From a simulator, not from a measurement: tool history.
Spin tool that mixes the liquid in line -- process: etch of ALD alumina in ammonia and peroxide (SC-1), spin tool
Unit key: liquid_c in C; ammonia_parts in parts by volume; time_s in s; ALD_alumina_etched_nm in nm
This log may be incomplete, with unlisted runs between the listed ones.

| run | hour | liquid_c | ammonia_parts | time_s | ALD_alumina_etched_nm |
|---|---|---|---|---|---|
| 1 | 0 | 57 | 0.65 | 300 | 21.381 |
| 2 | 1.9 | 53.5 | 0.65 | 300 | 17.887 |
| 3 | 6.1 | 50.5 | 0.65 | 300 | 15.108 |
| 4 | 11 | 48.5 | 0.65 | 300 | 13.691 |
| 5 | 14 | 48.5 | 0.65 | 320 | 14.645 |
| 6 | 21.6 | 48.5 | 0.55 | 320 | 14.218 |
| 7 | 30.3 | 47 | 0.55 | 320 | 13.145 |
| 8 | 38.6 | 46 | 0.55 | 320 | 12.298 |

Expected results for the next run?
|  | 43.3 | new drum of ammonia solution connected |
| 9 | 43.3 | 45.5 | 0.55 | 320 | ? |

{"run 9": {"ALD_alumina_etched_nm": 12.062}}
